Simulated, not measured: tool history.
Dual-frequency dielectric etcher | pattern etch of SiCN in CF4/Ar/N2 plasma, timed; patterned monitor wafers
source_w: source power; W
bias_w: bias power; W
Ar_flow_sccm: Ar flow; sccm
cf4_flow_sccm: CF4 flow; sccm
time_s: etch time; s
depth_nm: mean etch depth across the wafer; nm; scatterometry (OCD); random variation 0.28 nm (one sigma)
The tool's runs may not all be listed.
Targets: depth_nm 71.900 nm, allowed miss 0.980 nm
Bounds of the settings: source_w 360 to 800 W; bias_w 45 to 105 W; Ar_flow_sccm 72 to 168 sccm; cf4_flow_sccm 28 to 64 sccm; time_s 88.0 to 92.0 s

run  hour  source_w  bias_w  Ar_flow_sccm  cf4_flow_sccm  time_s  depth_nm
  1   0.0       580      75           120             46    88.0    85.699
  2   0.9       560      75           120             46    88.0    82.442
  3   2.0       550      75           120             46    88.0    80.819
  4   3.2       500      75           120             46    88.0    73.029
  5   9.3       410      75           120             46    88.0    58.786
  6  16.1       410      68           120             46    88.0    56.668
  7  22.1       430      68           120             46    88.0    60.088
  8  26.8       540      68           120             46    88.0    76.624
  9  31.8       520      68           120             46    88.0    73.408

Which of these 4 next moves meets every target?
  A  36.8       550      55           128             46    89.5         ?
  B  36.8       520      66           128             45    88.0         ?
  C  36.8       530      69           116             42    88.0         ?
  D  36.8       520      75           136             46    88.0         ?

move  depth_nm
   A    74.206
   B    72.265
   C    74.946
   D    74.852
A: further off than the last run
B: meets every target
C: further off than the last run
D: further off than the last run
Move B is the one to make.

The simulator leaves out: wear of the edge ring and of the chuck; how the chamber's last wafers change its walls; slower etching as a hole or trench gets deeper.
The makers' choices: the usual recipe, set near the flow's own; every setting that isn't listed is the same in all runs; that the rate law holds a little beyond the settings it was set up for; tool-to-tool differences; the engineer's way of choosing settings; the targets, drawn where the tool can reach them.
